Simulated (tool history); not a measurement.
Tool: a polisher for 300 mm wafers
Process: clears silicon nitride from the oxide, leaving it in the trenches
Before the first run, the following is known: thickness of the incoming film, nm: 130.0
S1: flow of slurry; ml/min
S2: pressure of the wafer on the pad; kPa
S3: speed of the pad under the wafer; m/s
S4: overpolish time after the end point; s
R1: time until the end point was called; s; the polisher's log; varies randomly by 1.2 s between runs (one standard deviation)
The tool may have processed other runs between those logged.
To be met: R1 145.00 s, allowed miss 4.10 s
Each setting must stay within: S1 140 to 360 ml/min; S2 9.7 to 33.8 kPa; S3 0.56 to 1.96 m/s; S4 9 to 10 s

{"run": 1, "hour": 0.0, "S1": 230, "S2": 21.4, "S3": 1.26, "S4": 10, "R1": 120.14}
{"run": 2, "hour": 8.3, "S1": 225, "S2": 20.7, "S3": 1.26, "S4": 10, "R1": 124.14}
{"run": 3, "hour": 13.1, "S1": 225, "S2": 20.7, "S3": 1.46, "S4": 10, "R1": 109.18}
{"run": 4, "hour": 20.7, "S1": 220, "S2": 19.3, "S3": 1.46, "S4": 10, "R1": 115.89}
{"run": 5, "hour": 21.5, "S1": 180, "S2": 19.3, "S3": 1.46, "S4": 10, "R1": 119.85}
{"run": 6, "hour": 26.6, "S1": 175, "S2": 18.6, "S3": 1.46, "S4": 10, "R1": 122.24}
{"run": 7, "hour": 35.1, "S1": 175, "S2": 17.9, "S3": 1.46, "S4": 10, "R1": 125.29}
{"run": 8, "hour": 43.5, "S1": 175, "S2": 17.2, "S3": 1.46, "S4": 10, "R1": 131.15}
{"run": 9, "hour": 48.2, "S1": 175, "S2": 16.5, "S3": 1.46, "S4": 10, "R1": 138.47}

5 next moves are on the table. One of them brings every result within its allowed miss. Which?
{"run": "A", "hour": 52.9, "S1": 190, "S2": 15.2, "S3": 1.6, "S4": 10, "R1": "?"}
{"run": "B", "hour": 52.9, "S1": 170, "S2": 16.5, "S3": 1.4, "S4": 10, "R1": "?"}
{"run": "C", "hour": 52.9, "S1": 160, "S2": 16.5, "S3": 1.5, "S4": 10, "R1": "?"}
{"run": "D", "hour": 52.9, "S1": 175, "S2": 15.9, "S3": 1.54, "S4": 9, "R1": "?"}
{"run": "E", "hour": 52.9, "S1": 140, "S2": 15.9, "S3": 1.62, "S4": 10, "R1": "?"}

move=A R1=136.11
move=B R1=144.10
move=C R1=135.53
move=D R1=136.43
move=E R1=132.72
A: moves away from the targets compared with the last run
B: every result within its allowed miss
C: moves away from the targets compared with the last run
D: moves away from the targets compared with the last run
E: moves away from the targets compared with the last run
Move B is the one to make.
